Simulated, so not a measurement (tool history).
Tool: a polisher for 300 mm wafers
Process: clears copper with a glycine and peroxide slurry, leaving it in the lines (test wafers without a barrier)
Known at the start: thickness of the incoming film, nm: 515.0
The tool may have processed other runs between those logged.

run	day	flow of slurry (ml/min)	pressure of the wafer on the pad (psi)	speed of the pad under the wafer (cm/s)	overpolish time after the end point (s)	time until the end point was called (s)	dishing of a wide line in a test structure (Å)
1	0.000	265	1.8	94	20	154.47	447.63
2	0.342	265	1.8	86	20	163.33	431.19
3	0.696	265	2.1	86	20	151.81	449.98
4	1.067	265	1.7	86	20	165.03	414.58
5	1.412	265	1.5	86	20	174.06	397.46
6	1.592	275	1.6	92	16	163.57	342.40
7	1.675	280	1.8	96	14	147.25	329.04
# day 1.942: slurry nozzle cleaned
8	1.942	285	1.9	98	13	132.72	348.18

Run 9 is up next; what results do you expect?
9	2.175	280	1.9	100	6	?	?

time until the end point was called (s): 135.18
dishing of a wide line in a test structure (Å): 180.48

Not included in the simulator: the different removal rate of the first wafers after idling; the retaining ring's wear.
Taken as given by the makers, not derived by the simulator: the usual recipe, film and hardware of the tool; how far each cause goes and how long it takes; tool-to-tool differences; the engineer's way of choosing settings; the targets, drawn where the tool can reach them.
